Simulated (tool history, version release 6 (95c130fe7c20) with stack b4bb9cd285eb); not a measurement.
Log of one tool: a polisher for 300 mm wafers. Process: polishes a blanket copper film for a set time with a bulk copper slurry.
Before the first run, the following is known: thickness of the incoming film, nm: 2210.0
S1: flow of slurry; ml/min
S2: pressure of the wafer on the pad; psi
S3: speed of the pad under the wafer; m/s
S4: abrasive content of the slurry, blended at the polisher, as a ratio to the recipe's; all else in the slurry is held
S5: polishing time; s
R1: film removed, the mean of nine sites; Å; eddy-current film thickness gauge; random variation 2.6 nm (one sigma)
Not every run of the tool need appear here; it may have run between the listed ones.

run 1 hour=0 | S1=300 S2=3.1 S3=1.02 S4=1 S5=61 | R1=6530.1
run 2 hour=7.3 | S1=300 S2=3.1 S3=1.02 S4=1.1 S5=61 | R1=6651.6
run 3 hour=10.4 | S1=300 S2=3.6 S3=1.02 S4=1.1 S5=61 | R1=7641.3
run 4 hour=13.8 | S1=300 S2=3.3 S3=1.02 S4=1.1 S5=61 | R1=7043.6
run 5 hour=22.5 | S1=300 S2=3.3 S3=0.86 S4=1.1 S5=61 | R1=5994.2
run 6 hour=25 | S1=300 S2=3.3 S3=0.86 S4=1.25 S5=61 | R1=6146.3
run 7 hour=27.5 | S1=300 S2=3.1 S3=0.86 S4=1.25 S5=61 | R1=5746.4
run 8 hour=31.7 | S1=300 S2=2.9 S3=0.86 S4=1.25 S5=61 | R1=5370.9
run 9 hour=38.6 | S1=300 S2=2.9 S3=0.86 S4=1.25 S5=61 | R1=5451.8
run 10 hour=41.1 | S1=300 S2=2.8 S3=0.86 S4=1.25 S5=61 | R1=5168.9
run 11 hour=42.4 | S1=300 S2=2.7 S3=0.86 S4=1.25 S5=61 | R1=5078.7

Forecast run 12:
run 12 hour=48.3 | S1=300 S2=2.6 S3=0.86 S4=1.25 S5=61 | R1=?

Run 12 measured R1 4835.5 Å.

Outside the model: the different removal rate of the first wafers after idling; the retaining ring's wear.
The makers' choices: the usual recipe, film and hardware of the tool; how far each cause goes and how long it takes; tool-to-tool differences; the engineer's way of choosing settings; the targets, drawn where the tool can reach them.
